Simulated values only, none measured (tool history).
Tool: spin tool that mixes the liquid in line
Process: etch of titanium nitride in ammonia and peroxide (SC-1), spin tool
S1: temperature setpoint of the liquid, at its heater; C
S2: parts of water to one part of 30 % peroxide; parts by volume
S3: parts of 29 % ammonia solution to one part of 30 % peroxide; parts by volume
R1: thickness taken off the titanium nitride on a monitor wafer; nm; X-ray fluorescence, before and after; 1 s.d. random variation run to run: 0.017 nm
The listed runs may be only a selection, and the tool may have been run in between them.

Run 1, hour 0: S1 48 C, S2 13 parts by volume, S3 0.8 parts by volume, time under the liquid (s) 120. Result: R1 11.212 nm.
Run 2, hour 7.1: S1 48 C, S2 13 parts by volume, S3 0.8 parts by volume, time under the liquid (s) 130. Result: R1 12.152 nm.
Run 3, hour 9.7: S1 46.5 C, S2 13 parts by volume, S3 0.8 parts by volume, time under the liquid (s) 130. Result: R1 10.952 nm.
Run 4, hour 12: S1 46.5 C, S2 13 parts by volume, S3 1 parts by volume, time under the liquid (s) 130. Result: R1 11.33 nm.
Run 5, hour 18.6: S1 45.5 C, S2 13.5 parts by volume, S3 1 parts by volume, time under the liquid (s) 130. Result: R1 10.322 nm.
Run 6, hour 21.8: S1 50.5 C, S2 13.5 parts by volume, S3 1 parts by volume, time under the liquid (s) 130. Result: R1 14.585 nm.
Run 7, hour 22.7: S1 49 C, S2 14 parts by volume, S3 1 parts by volume, time under the liquid (s) 130. Result: R1 12.984 nm.

Run 8, settings as shown, results not yet in. Your forecast:
Run 8, hour 28.3: S1 49 C, S2 14 parts by volume, S3 1 parts by volume, time under the liquid (s) 130. Result: R1 ?.

{"run 8": {"R1": 12.909}}
